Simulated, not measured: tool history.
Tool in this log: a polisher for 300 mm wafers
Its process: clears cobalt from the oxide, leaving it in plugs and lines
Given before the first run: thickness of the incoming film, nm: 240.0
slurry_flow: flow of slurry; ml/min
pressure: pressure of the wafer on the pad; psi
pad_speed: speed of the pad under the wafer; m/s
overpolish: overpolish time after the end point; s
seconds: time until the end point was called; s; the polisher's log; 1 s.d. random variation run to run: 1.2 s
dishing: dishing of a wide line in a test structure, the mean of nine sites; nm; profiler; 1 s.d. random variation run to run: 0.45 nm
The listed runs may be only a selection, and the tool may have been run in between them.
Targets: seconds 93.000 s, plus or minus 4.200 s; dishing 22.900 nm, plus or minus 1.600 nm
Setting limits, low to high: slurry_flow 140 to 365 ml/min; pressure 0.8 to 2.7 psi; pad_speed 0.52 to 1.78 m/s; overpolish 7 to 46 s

run  hour  slurry_flow  pressure  pad_speed  overpolish  seconds  dishing
  1   0.0          235       1.7       1.14          24   55.345   26.569
  2   7.6          235       1.7       1.14          30   53.997   26.769
  3  16.1          235       1.7       0.86          30   67.778   26.615
  4  18.5          235       1.7       1.14          30   54.770   27.145
  5  26.3          235       1.7       1.14          39   54.503   27.776
  6  30.7          235       1.6       1.14          34   55.856   26.894
  7  33.3          235       1.5       1.10          32   60.635   25.845
  8  39.3          235       1.4       1.06          33   65.049   26.169
  9  47.7          235       1.3       1.04          31   66.476   26.306
 10  54.1          230       1.2       1.00          27   75.358   26.302
 11  58.4          250       1.1       0.98          24   78.241   25.228
 12  66.0          260       1.1       0.96          23   79.488   24.133
 13  69.8          265       1.1       0.96          23   77.143   25.147
 14  71.2          270       1.1       0.94          20   80.432   24.570
 15  79.3          275       1.1       0.94          19   80.132   24.063
 16  80.6          280       1.1       0.94          18   80.502   22.069

4 candidate next runs follow, results not yet known. Just one meets every target within its allowed miss. Identify it.
  A  81.9          240       0.9       1.00          16        ?        ?
  B  81.9          335       1.2       0.70          22        ?        ?
  C  81.9          285       1.0       0.72          14        ?        ?
  D  81.9          340       1.3       1.02          10        ?        ?

move  seconds  dishing
   A   84.560   22.453
   B   93.791   24.358
   C  102.240   19.311
   D   66.716   20.136
A: nearer than the last run, and not there yet
B: meets every target
C: moves the result that the last run missed by most past its target, out the other side
D: moves away from the targets compared with the last run
The right move is B.
